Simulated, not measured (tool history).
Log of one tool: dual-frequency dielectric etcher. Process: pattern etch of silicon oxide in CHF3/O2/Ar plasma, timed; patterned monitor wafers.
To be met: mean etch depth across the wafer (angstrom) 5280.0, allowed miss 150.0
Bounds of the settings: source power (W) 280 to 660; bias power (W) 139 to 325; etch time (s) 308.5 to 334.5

run	hour	source power (W)	bias power (W)	etch time (s)	mean etch depth across the wafer (angstrom)
1	0.0	470	232	334.5	6768.6
2	4.2	470	217	334.5	6577.6
3	6.7	440	206	331.5	6244.1
4	12.3	440	206	334.5	6292.4
5	15.2	440	206	334.5	6285.6
6	21.1	410	199	333.0	6051.8
7	27.1	390	193	331.5	5843.5
8	27.9	370	190	331.0	5707.5
9	31.7	300	174	328.0	5132.9

5 next moves are on the table. One of them brings every result within its allowed miss. Which?
A	35.5	360	139	327.0	?
B	35.5	340	155	318.5	?
C	35.5	380	153	321.0	?
D	35.5	300	184	308.5	?
E	35.5	280	180	334.5	?

move	mean etch depth across the wafer (angstrom)
A	4814.7
B	4865.1
C	5028.2
D	4943.9
E	5210.5
A: further off than the last run
B: further off than the last run
C: further off than the last run
D: further off than the last run
E: meets every target
Move E is the one to make.
